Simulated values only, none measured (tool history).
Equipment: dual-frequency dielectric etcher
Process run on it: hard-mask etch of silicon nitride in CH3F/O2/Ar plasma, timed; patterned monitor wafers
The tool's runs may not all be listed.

| run | hour | source power (W) | bias power (W) | etch time (s) | mean etch depth across the wafer (angstrom) |
|---|---|---|---|---|---|
| 1 | 0 | 370 | 63 | 327 | 2148.7 |
| 2 | 5.8 | 350 | 62 | 327 | 2109.3 |
| 3 | 14.3 | 350 | 62 | 340.5 | 2184.3 |
| 4 | 19.6 | 370 | 62 | 340.5 | 2225.5 |
| 5 | 23.7 | 370 | 62 | 340.5 | 2228.9 |
| 6 | 27.4 | 370 | 54 | 340.5 | 2136.8 |
| 7 | 28.9 | 350 | 53 | 340 | 2096.4 |
| 8 | 33.1 | 340 | 52 | 339.5 | 2073.9 |

Run 9, settings as shown, results not yet in. Your forecast:
| 9 | 41.1 | 330 | 51 | 339 | ? |

{"run 9": {"mean etch depth across the wafer (angstrom)": 2023.7}}
